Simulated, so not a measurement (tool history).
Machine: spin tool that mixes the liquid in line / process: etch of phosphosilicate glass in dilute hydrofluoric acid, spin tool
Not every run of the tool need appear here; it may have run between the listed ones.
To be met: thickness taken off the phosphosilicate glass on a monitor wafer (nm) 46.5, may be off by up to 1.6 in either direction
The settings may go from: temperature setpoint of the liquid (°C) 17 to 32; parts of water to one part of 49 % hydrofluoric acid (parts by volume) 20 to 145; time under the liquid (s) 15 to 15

run  hour  temperature setpoint of the liquid (°C)  parts of water to one part of 49 % hydrofluoric acid (parts by volume)  time under the liquid (s)  thickness taken off the phosphosilicate glass on a monitor wafer (nm)
  1     0                                       24                                                                      80                         15                                                                 23.728
  2   3.9                                       22                                                                      80                         15                                                                 21.937
  3  11.8                                       22                                                                      80                         15                                                                 21.925
  4  15.9                                       23                                                                      75                         15                                                                 24.788
  5  18.8                                       24                                                                      70                         15                                                                 27.527
  6  26.3                                       22                                                                      70                         15                                                                 25.039
  7  33.5                                       23                                                                      70                         15                                                                 26.371
  8  35.9                                       24                                                                      70                         15                                                                 27.135
  9  44.3                                       25                                                                      65                         15                                                                 31.191

Which one of the following 4 next-run settings gets every result inside its allowed miss? There is exactly one.
  A  52.7                                     26.5                                                                      40                         15                                                                      ?
  B  52.7                                     30.5                                                                      55                         15                                                                      ?
  C  52.7                                       24                                                                      35                         15                                                                      ?
  D  52.7                                     27.5                                                                      45                         15                                                                      ?

move  thickness taken off the phosphosilicate glass on a monitor wafer (nm)
   A                                                                 55.544
   B                                                                 46.322
   C                                                                 57.666
   D                                                                 51.041
A: takes the biggest miss from the last run beyond its target
B: in spec on every target
C: takes the biggest miss from the last run beyond its target
D: takes the biggest miss from the last run beyond its target
B is the move that brings every result within its allowed miss.
